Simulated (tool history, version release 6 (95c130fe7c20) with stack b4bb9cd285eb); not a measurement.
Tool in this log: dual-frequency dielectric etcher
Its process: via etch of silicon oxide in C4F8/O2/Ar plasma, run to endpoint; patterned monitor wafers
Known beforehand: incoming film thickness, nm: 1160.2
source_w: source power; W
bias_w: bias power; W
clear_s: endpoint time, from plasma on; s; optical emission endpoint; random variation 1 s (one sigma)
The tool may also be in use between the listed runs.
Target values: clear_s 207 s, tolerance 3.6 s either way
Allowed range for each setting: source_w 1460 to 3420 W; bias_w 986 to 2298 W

{"run": 1, "hour": 0.0, "source_w": 2440, "bias_w": 1642, "clear_s": 232.33}
{"run": 2, "hour": 0.6, "source_w": 2560, "bias_w": 1657, "clear_s": 226.05}
{"run": 3, "hour": 6.2, "source_w": 2650, "bias_w": 1666, "clear_s": 224.54}
{"run": 4, "hour": 14.8, "source_w": 2750, "bias_w": 1681, "clear_s": 221.64}
{"run": 5, "hour": 16.7, "source_w": 2750, "bias_w": 1811, "clear_s": 215.59}
{"run": 6, "hour": 21.7, "source_w": 2800, "bias_w": 1818, "clear_s": 215.11}
{"run": 7, "hour": 22.3, "source_w": 2850, "bias_w": 1826, "clear_s": 214.2}
{"run": 8, "hour": 26.9, "source_w": 2900, "bias_w": 1835, "clear_s": 211.65}
{"run": 9, "hour": 30.2, "source_w": 2930, "bias_w": 1840, "clear_s": 212.57}

Below are 5 possible settings for the next run. Only one of them brings all results inside the allowed miss of their targets. Which is it?
{"run": "A", "hour": 33.5, "source_w": 3130, "bias_w": 1827, "clear_s": "?"}
{"run": "B", "hour": 33.5, "source_w": 3160, "bias_w": 1369, "clear_s": "?"}
{"run": "C", "hour": 33.5, "source_w": 2940, "bias_w": 1561, "clear_s": "?"}
{"run": "D", "hour": 33.5, "source_w": 3390, "bias_w": 1352, "clear_s": "?"}
{"run": "E", "hour": 33.5, "source_w": 2970, "bias_w": 1644, "clear_s": "?"}

move=A clear_s=208.42
move=B clear_s=221.64
move=C clear_s=220.54
move=D clear_s=217.07
move=E clear_s=217.25
A: in spec on every target
B: misses by more than the last run did
C: misses by more than the last run did
D: misses by more than the last run did
E: misses by more than the last run did
A meets every target.
